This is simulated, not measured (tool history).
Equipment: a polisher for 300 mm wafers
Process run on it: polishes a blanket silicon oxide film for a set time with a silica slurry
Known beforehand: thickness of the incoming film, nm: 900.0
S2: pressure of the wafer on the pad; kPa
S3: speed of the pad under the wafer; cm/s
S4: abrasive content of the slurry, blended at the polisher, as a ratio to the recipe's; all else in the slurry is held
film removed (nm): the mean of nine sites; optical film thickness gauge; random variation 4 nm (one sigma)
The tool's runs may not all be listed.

{"run": 1, "day": 0.0, "flow of slurry (ml/min)": 195, "S2": 27.6, "S3": 92, "S4": 1, "polishing time (s)": 76, "film removed (nm)": 236.16}
{"run": 2, "day": 0.354, "flow of slurry (ml/min)": 235, "S2": 27.6, "S3": 92, "S4": 1, "polishing time (s)": 76, "film removed (nm)": 241.61}
{"run": 3, "day": 0.479, "flow of slurry (ml/min)": 235, "S2": 32.4, "S3": 94, "S4": 1, "polishing time (s)": 76, "film removed (nm)": 285.74}
{"run": 4, "day": 0.633, "flow of slurry (ml/min)": 235, "S2": 35.2, "S3": 98, "S4": 1, "polishing time (s)": 76, "film removed (nm)": 317.84}
{"run": 5, "day": 0.988, "flow of slurry (ml/min)": 235, "S2": 37.2, "S3": 102, "S4": 1, "polishing time (s)": 76, "film removed (nm)": 346.11}
{"run": 6, "day": 1.042, "flow of slurry (ml/min)": 260, "S2": 37.2, "S3": 102, "S4": 1, "polishing time (s)": 76, "film removed (nm)": 346.1}

What does the tool deliver on the next run?
{"run": 7, "day": 1.267, "flow of slurry (ml/min)": 260, "S2": 42.7, "S3": 106, "S4": 1, "polishing time (s)": 76, "film removed (nm)": "?"}

film removed (nm): 409.5

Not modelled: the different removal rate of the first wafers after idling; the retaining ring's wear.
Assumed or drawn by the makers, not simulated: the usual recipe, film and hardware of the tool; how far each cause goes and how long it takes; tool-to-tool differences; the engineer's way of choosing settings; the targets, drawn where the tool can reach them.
